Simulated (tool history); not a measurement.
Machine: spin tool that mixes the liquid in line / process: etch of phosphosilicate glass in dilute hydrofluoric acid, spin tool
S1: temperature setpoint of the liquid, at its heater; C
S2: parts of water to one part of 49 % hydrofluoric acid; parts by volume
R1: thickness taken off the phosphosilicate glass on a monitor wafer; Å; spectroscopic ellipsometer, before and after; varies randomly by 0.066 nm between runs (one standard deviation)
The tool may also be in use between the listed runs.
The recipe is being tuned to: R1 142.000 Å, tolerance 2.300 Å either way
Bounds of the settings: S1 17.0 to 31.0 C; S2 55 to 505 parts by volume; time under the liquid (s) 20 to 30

Run 1, hour 0.0: S1 23.0 C, S2 280 parts by volume, time under the liquid (s) 30. Result: R1 98.969 Å.
Run 2, hour 4.6: S1 23.0 C, S2 280 parts by volume, time under the liquid (s) 30. Result: R1 98.870 Å.
Run 3, hour 12.7: S1 23.0 C, S2 280 parts by volume, time under the liquid (s) 20. Result: R1 65.574 Å.
Run 4, hour 19.0: S1 25.0 C, S2 255 parts by volume, time under the liquid (s) 20. Result: R1 79.709 Å.
Run 5, hour 22.4: S1 23.0 C, S2 255 parts by volume, time under the liquid (s) 20. Result: R1 74.224 Å.
Run 6, hour 25.3: S1 23.0 C, S2 255 parts by volume, time under the liquid (s) 30. Result: R1 110.950 Å.
Run 7, hour 27.4: S1 24.0 C, S2 245 parts by volume, time under the liquid (s) 30. Result: R1 120.310 Å.
Run 8, hour 34.3: S1 25.0 C, S2 245 parts by volume, time under the liquid (s) 30. Result: R1 126.190 Å.

Which of these 4 next moves meets every target?
Run A, hour 41.2: S1 22.5 C, S2 170 parts by volume, time under the liquid (s) 25. Result: R1 ?.
Run B, hour 41.2: S1 22.5 C, S2 205 parts by volume, time under the liquid (s) 30. Result: R1 ?.
Run C, hour 41.2: S1 25.5 C, S2 190 parts by volume, time under the liquid (s) 25. Result: R1 ?.
Run D, hour 41.2: S1 29.5 C, S2 225 parts by volume, time under the liquid (s) 25. Result: R1 ?.

move       R1
   A  148.510
   B  142.430
   C  145.440
   D  135.880
A: moves the result that the last run missed by most past its target, out the other side
B: every result lands within tolerance
C: moves the result that the last run missed by most past its target, out the other side
D: nearer the targets than the last run, but a result is still out of spec
Correct choice: B, which meets every target
